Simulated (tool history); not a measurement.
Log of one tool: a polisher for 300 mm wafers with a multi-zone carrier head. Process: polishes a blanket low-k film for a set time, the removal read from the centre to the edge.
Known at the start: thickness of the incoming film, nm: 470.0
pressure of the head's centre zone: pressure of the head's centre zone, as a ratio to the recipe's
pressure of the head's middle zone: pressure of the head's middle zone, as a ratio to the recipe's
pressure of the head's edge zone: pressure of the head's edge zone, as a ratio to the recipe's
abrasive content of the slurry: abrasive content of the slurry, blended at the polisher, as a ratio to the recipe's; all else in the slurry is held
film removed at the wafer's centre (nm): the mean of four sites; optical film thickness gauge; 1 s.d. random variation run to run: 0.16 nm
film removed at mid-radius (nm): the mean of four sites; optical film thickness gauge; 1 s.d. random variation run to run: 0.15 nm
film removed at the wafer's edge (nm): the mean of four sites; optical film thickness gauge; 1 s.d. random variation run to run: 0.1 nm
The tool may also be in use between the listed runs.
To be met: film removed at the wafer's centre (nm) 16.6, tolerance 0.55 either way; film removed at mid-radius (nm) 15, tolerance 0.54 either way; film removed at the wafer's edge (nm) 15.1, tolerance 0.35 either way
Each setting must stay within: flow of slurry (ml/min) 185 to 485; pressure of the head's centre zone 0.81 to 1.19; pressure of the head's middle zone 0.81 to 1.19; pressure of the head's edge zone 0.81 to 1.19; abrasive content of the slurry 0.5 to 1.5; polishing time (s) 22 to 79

| run | hour | flow of slurry (ml/min) | pressure of the head's centre zone | pressure of the head's middle zone | pressure of the head's edge zone | abrasive content of the slurry | polishing time (s) | film removed at the wafer's centre (nm) | film removed at mid-radius (nm) | film removed at the wafer's edge (nm) |
|---|---|---|---|---|---|---|---|---|---|---|
| 1 | 0 | 310 | 1 | 1 | 1 | 1 | 50 | 17.862 | 17.556 | 19.437 |
| 2 | 3.9 | 310 | 1.01 | 1 | 0.97 | 0.95 | 50 | 17.346 | 17.301 | 18.667 |
| 3 | 8.6 | 310 | 1.03 | 0.99 | 0.95 | 0.9 | 50 | 16.904 | 16.78 | 18.047 |
| 4 | 9.1 | 320 | 1.06 | 0.98 | 0.93 | 0.85 | 50 | 16.938 | 16.173 | 17.013 |
| 5 | 10.6 | 320 | 1.06 | 0.98 | 0.93 | 0.85 | 58 | 19.38 | 18.48 | 19.72 |
| 6 | 12.5 | 320 | 1.06 | 0.9 | 0.93 | 0.85 | 58 | 19.832 | 17.221 | 19.847 |
| 7 | 15.9 | 320 | 1.07 | 0.91 | 0.91 | 0.8 | 58 | 19.312 | 16.855 | 18.879 |
| 8 | 21.6 | 295 | 1.09 | 0.95 | 0.81 | 0.55 | 58 | 13.281 | 11.818 | 12.435 |
| 9 | 26.7 | 320 | 1.1 | 0.96 | 0.82 | 0.55 | 58 | 13.642 | 12.109 | 12.511 |
|  | 29.7 | edge zone pressure recalibrated |
| 10 | 29.7 | 335 | 1.11 | 0.97 | 0.84 | 0.55 | 58 | 13.467 | 12.517 | 12.06 |
| 11 | 37.7 | 335 | 1.11 | 0.97 | 0.84 | 0.55 | 58 | 13.784 | 12.162 | 12.155 |
| 12 | 41.2 | 385 | 1.19 | 1.07 | 0.94 | 0.8 | 58 | 21.474 | 19.404 | 18.117 |
| 13 | 49.6 | 375 | 1.17 | 1.05 | 0.92 | 0.8 | 58 | 20.602 | 19.031 | 18.04 |
| 14 | 54.8 | 365 | 1.16 | 1.03 | 0.9 | 0.8 | 58 | 20.57 | 18.347 | 17.899 |
| 15 | 58.4 | 360 | 1.15 | 1.02 | 0.89 | 0.8 | 58 | 20.438 | 18.51 | 17.771 |
| 16 | 62.3 | 350 | 1.14 | 1.01 | 0.88 | 0.8 | 58 | 20.261 | 18.37 | 17.647 |
| 17 | 69.7 | 350 | 1.13 | 1 | 0.87 | 0.8 | 58 | 20.143 | 18.187 | 17.366 |
| 18 | 70.4 | 340 | 1.12 | 0.99 | 0.86 | 0.8 | 58 | 19.933 | 17.891 | 17.331 |
| 19 | 71 | 320 | 1.06 | 0.93 | 0.82 | 0.55 | 58 | 13.112 | 11.955 | 11.888 |
| 20 | 75.1 | 330 | 1.08 | 0.95 | 0.84 | 0.55 | 58 | 13.302 | 11.952 | 12.037 |
| 21 | 78 | 330 | 1.1 | 0.97 | 0.85 | 0.55 | 58 | 13.586 | 12.33 | 12.06 |
| 22 | 84.6 | 380 | 1.19 | 1.03 | 0.95 | 0.8 | 58 | 20.564 | 19.002 | 18.576 |
| 23 | 87.8 | 375 | 1.16 | 1.02 | 0.93 | 0.8 | 58 | 20.652 | 18.561 | 18.101 |
| 24 | 92.1 | 375 | 1.13 | 1 | 0.91 | 0.8 | 58 | 19.741 | 18.348 | 17.803 |
| 25 | 96.5 | 365 | 1.12 | 0.99 | 0.9 | 0.8 | 58 | 20.135 | 18.009 | 17.904 |

4 candidate next runs follow, results not yet known. Just one meets every target within its allowed miss. Identify it.
| A | 100.9 | 435 | 1.07 | 0.95 | 0.89 | 0.6 | 63 | ? | ? | ? |
| B | 100.9 | 315 | 0.98 | 0.92 | 0.88 | 0.8 | 51 | ? | ? | ? |
| C | 100.9 | 280 | 1.13 | 0.87 | 1.04 | 0.65 | 56 | ? | ? | ? |
| D | 100.9 | 415 | 1.04 | 1.03 | 1.03 | 0.7 | 63 | ? | ? | ? |

| move | film removed at the wafer's centre (nm) | film removed at mid-radius (nm) | film removed at the wafer's edge (nm) |
|---|---|---|---|
| A | 16.442 | 14.709 | 15.024 |
| B | 15.637 | 14.642 | 15.353 |
| C | 15.814 | 12.712 | 15.132 |
| D | 18.62 | 18.15 | 18.627 |
A: meets every target
B: corrects the largest miss of the last run, while another result sits out of spec
C: corrects the largest miss of the last run, while another result sits out of spec
D: misses by more than the last run did
A is the move that brings every result within its allowed miss.
